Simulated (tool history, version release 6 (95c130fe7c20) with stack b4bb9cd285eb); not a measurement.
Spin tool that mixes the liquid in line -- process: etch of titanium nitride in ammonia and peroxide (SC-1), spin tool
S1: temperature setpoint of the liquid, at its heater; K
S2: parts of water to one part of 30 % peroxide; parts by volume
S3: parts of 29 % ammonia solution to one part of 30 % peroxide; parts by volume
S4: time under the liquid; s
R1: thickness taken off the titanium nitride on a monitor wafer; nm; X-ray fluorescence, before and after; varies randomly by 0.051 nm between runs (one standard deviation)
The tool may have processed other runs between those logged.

Run 1, hour 0: S1 327.15 K, S2 7.5 parts by volume, S3 0.65 parts by volume, S4 55 s. Result: R1 4.6681 nm.
Run 2, hour 2.2: S1 331.65 K, S2 7.5 parts by volume, S3 0.65 parts by volume, S4 55 s. Result: R1 6.3153 nm.
Run 3, hour 7.9: S1 332.15 K, S2 7.5 parts by volume, S3 0.65 parts by volume, S4 55 s. Result: R1 6.4882 nm.
Run 4, hour 16.2: S1 332.15 K, S2 7.5 parts by volume, S3 0.65 parts by volume, S4 55 s. Result: R1 6.5925 nm.
Run 5, hour 20.3: S1 332.15 K, S2 7.5 parts by volume, S3 0.45 parts by volume, S4 55 s. Result: R1 6.0994 nm.
Run 6, hour 21.7: S1 332.15 K, S2 7.5 parts by volume, S3 0.45 parts by volume, S4 55 s. Result: R1 6.1354 nm.

Predict the results of run 7:
Run 7, hour 23.7: S1 332.65 K, S2 7.5 parts by volume, S3 0.45 parts by volume, S4 55 s. Result: R1 ?.

Run 7 measured R1 6.2687 nm.
